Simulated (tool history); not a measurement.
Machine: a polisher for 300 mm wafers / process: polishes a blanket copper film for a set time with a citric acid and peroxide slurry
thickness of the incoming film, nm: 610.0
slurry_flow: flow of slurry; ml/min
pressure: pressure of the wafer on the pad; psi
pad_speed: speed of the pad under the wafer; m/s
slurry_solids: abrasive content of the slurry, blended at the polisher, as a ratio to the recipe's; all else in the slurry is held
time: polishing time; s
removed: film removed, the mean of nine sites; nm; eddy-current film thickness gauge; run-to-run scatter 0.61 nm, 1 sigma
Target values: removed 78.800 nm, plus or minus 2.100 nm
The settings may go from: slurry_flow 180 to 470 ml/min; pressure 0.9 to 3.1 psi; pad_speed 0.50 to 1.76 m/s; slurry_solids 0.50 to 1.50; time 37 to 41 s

run  hour  slurry_flow  pressure  pad_speed  slurry_solids  time  removed
  1   0.0          300       2.0       1.12           1.00    41   64.538
  2   0.8          300       2.1       1.12           1.00    41   66.628
  3   7.0          305       2.3       1.12           1.00    41   73.192
  4   9.9          305       1.8       1.12           1.00    41   58.907
  5  13.4          305       1.8       1.12           0.90    41   56.594
  6  14.6          305       1.9       1.12           0.90    41   59.769
  7  17.7          305       2.0       1.12           0.90    41   62.469
  8  23.2          305       2.1       1.12           0.90    41   67.081

Next run, 5 choices. One meets every target within its allowed miss, the rest don't. Which?
  A  28.7          315       2.1       1.04           0.95    40        ?
  B  28.7          275       2.5       0.84           0.95    37        ?
  C  28.7          370       2.2       1.04           1.00    37        ?
  D  28.7          300       2.3       1.26           0.90    41        ?
  E  28.7          310       1.8       1.02           1.00    40        ?

move  removed
   A   61.879
   B   57.366
   C   61.472
   D   78.647
   E   53.159
A: its largest miss is bigger than the last run's
B: its largest miss is bigger than the last run's
C: its largest miss is bigger than the last run's
D: hits every target within its allowed miss
E: its largest miss is bigger than the last run's
The right move is D.

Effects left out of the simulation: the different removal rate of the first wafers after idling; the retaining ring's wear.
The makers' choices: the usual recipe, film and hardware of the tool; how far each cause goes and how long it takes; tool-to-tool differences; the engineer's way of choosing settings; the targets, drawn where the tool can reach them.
